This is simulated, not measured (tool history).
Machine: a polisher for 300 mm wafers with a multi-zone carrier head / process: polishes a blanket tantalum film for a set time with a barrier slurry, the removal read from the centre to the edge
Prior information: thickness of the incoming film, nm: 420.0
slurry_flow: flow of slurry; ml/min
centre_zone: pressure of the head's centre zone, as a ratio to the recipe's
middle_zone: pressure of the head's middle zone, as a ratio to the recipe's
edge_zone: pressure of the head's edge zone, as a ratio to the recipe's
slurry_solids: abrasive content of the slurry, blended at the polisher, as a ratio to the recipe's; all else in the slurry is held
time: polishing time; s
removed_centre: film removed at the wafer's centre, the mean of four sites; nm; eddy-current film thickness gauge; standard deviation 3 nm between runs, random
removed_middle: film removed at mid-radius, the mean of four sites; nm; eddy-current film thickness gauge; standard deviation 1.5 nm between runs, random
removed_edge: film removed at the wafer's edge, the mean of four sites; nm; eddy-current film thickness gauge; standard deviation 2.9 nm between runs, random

Run 1, hour 0: slurry_flow 160 ml/min, centre_zone 1, middle_zone 1, edge_zone 1, slurry_solids 1, time 69 s. Result: removed_centre 164.39 nm, removed_middle 161.75 nm, removed_edge 162.42 nm.
Run 2, hour 4.7: slurry_flow 160 ml/min, centre_zone 1, middle_zone 0.96, edge_zone 1, slurry_solids 1, time 69 s. Result: removed_centre 160.98 nm, removed_middle 159.75 nm, removed_edge 161.22 nm.
Run 3, hour 9.3: slurry_flow 160 ml/min, centre_zone 1, middle_zone 0.96, edge_zone 1, slurry_solids 1.1, time 69 s. Result: removed_centre 164.01 nm, removed_middle 161.21 nm, removed_edge 168.57 nm.
Run 4, hour 13.4: slurry_flow 160 ml/min, centre_zone 1, middle_zone 0.96, edge_zone 1.05, slurry_solids 1.1, time 69 s. Result: removed_centre 164.76 nm, removed_middle 161.43 nm, removed_edge 168.39 nm.
Run 5, hour 17.1: slurry_flow 175 ml/min, centre_zone 1.06, middle_zone 0.98, edge_zone 1.05, slurry_solids 1.25, time 69 s. Result: removed_centre 185.91 nm, removed_middle 170.25 nm, removed_edge 178.74 nm.
Run 6, hour 18.3: slurry_flow 175 ml/min, centre_zone 1.06, middle_zone 0.98, edge_zone 1.05, slurry_solids 1.35, time 69 s. Result: removed_centre 184.12 nm, removed_middle 175.36 nm, removed_edge 180.94 nm.

Run 7 has not been measured yet. What should we expect?
Run 7, hour 22.8: slurry_flow 190 ml/min, centre_zone 1.1, middle_zone 0.99, edge_zone 1.07, slurry_solids 1.4, time 70 s. Result: removed_centre ?, removed_middle ?, removed_edge ?.

removed_centre: 202.21 nm
removed_middle: 181.67 nm
removed_edge: 186.58 nm
